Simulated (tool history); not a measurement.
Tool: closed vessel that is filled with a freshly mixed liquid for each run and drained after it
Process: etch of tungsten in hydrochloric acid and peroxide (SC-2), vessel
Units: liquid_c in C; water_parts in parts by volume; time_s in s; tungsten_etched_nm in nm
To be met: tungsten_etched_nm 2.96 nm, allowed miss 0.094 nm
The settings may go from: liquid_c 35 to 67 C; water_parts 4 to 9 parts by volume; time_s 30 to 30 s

run  hour  liquid_c  water_parts  time_s  tungsten_etched_nm
  1     0        51            5      30              7.6626
  2   5.3        48            5      30              6.2393
  3  13.6      45.5            5      30              5.3056
  4    18      45.5            4      30              6.2078
  5  18.8        43            4      30              5.2153
     22.9  -- chemicals flow meter replaced
  6  22.9        41            4      30               4.363
  7  28.5        41            4      30              4.3443
  8  34.7        40            4      30              4.0387
  9  39.1        39            4      30              3.8181
 10  42.3        39            4      30               3.802
 11  45.8        38            4      30              3.4804
 12  49.7      37.5            4      30              3.3954
 13  58.6        37            4      30               3.288
 14  66.3      36.5            4      30               3.168

Which of these 5 next moves meets every target?
  A    74        39          6.5      30                   ?
  B    74      39.5          6.5      30                   ?
  C    74      35.5          4.5      30                   ?
  D    74      35.5            4      30                   ?
  E    74        36          4.5      30                   ?

move  tungsten_etched_nm
   A              2.6431
   B              2.7391
   C              2.6839
   D              2.9076
   E              2.7836
A: takes the result that was furthest off past its target
B: takes the result that was furthest off past its target
C: takes the result that was furthest off past its target
D: meets every target
E: takes the result that was furthest off past its target
Answer: D
